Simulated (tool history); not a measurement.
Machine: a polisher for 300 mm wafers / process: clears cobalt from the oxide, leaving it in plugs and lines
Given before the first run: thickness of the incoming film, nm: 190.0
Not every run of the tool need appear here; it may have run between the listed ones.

| run | hour | flow of slurry (ml/min) | pressure of the wafer on the pad (psi) | speed of the pad under the wafer (m/s) | overpolish time after the end point (s) | time until the end point was called (s) | dishing of a wide line in a test structure (nm) |
|---|---|---|---|---|---|---|---|
| 1 | 0 | 220 | 2.1 | 1.24 | 9 | 29.245 | 42.157 |
| 2 | 8.2 | 265 | 2.1 | 1.24 | 9 | 28.435 | 41.215 |
| 3 | 9 | 220 | 2.1 | 1.24 | 9 | 29.263 | 39.167 |
| 4 | 12.4 | 220 | 2.1 | 1.08 | 9 | 31.653 | 37.616 |
| 5 | 20.8 | 220 | 2.2 | 1.08 | 9 | 30.782 | 39.583 |
| 6 | 28.3 | 220 | 2.2 | 1.08 | 6 | 32.052 | 29.354 |
| 7 | 32 | 220 | 2.3 | 1.08 | 6 | 29.71 | 30.068 |
| 8 | 38.9 | 220 | 2.4 | 1.08 | 6 | 28.74 | 30.414 |
| 9 | 42.3 | 220 | 3 | 1.16 | 8 | 21.38 | 45.674 |

Forecast run 10:
| 10 | 46.8 | 220 | 3.1 | 1.16 | 7 | ? | ? |

For run 10 the tool returned time until the end point was called (s) 21.276, dishing of a wide line in a test structure (nm) 43.878.

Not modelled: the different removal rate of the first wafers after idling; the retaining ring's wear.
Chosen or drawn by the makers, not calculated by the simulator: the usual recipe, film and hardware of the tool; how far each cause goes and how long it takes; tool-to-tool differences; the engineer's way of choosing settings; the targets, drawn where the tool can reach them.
